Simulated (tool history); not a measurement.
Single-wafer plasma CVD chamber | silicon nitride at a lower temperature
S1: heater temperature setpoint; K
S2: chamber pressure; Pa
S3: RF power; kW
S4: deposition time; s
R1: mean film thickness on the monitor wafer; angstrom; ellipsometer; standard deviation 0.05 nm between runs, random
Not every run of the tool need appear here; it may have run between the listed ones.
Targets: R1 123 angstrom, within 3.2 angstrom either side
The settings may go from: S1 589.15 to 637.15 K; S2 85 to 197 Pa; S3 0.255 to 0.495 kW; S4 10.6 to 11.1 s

run 1 hour=0 | S1=613.15 S2=141 S3=0.375 S4=11.1 | R1=153.16
run 2 hour=8.4 | S1=613.15 S2=141 S3=0.35 S4=11.1 | R1=145.94
run 3 hour=10.9 | S1=613.15 S2=136 S3=0.345 S4=11.1 | R1=144.3
run 4 hour=12.4 | S1=613.15 S2=132 S3=0.335 S4=11.1 | R1=138.82
run 5 hour=13.4 | S1=613.15 S2=128 S3=0.33 S4=11.1 | R1=137.6
run 6 hour=14.4 | S1=613.15 S2=124 S3=0.325 S4=11.1 | R1=136.84
run 7 hour=22.9 | S1=613.15 S2=123 S3=0.32 S4=11.1 | R1=134.44
run 8 hour=23.8 | S1=613.15 S2=120 S3=0.315 S4=11.1 | R1=131.88
run 9 hour=30.1 | S1=613.15 S2=117 S3=0.315 S4=11.1 | R1=130.35
run 10 hour=37.4 | S1=613.15 S2=115 S3=0.315 S4=11.1 | R1=129.14
run 11 hour=38.7 | S1=613.15 S2=113 S3=0.315 S4=11.1 | R1=130.25
run 12 hour=47.1 | S1=613.15 S2=111 S3=0.315 S4=11.1 | R1=129.07
run 13 hour=48.4 | S1=613.15 S2=109 S3=0.315 S4=11.1 | R1=129.65

5 candidate next runs follow, results not yet known. Just one meets every target within its allowed miss. Identify it.
run A hour=49.7 | S1=613.15 S2=97 S3=0.295 S4=10.6 | R1=?
run B hour=49.7 | S1=613.15 S2=119 S3=0.285 S4=10.6 | R1=?
run C hour=49.7 | S1=621.15 S2=109 S3=0.31 S4=10.7 | R1=?
run D hour=49.7 | S1=611.15 S2=85 S3=0.31 S4=10.6 | R1=?
run E hour=49.7 | S1=611.15 S2=96 S3=0.305 S4=10.6 | R1=?

move=A R1=113.87
move=B R1=116.77
move=C R1=121.93
move=D R1=114.12
move=E R1=116.15
A: takes the result that was furthest off past its target
B: takes the result that was furthest off past its target
C: every result lands within tolerance
D: takes the result that was furthest off past its target
E: takes the result that was furthest off past its target
C meets every target.

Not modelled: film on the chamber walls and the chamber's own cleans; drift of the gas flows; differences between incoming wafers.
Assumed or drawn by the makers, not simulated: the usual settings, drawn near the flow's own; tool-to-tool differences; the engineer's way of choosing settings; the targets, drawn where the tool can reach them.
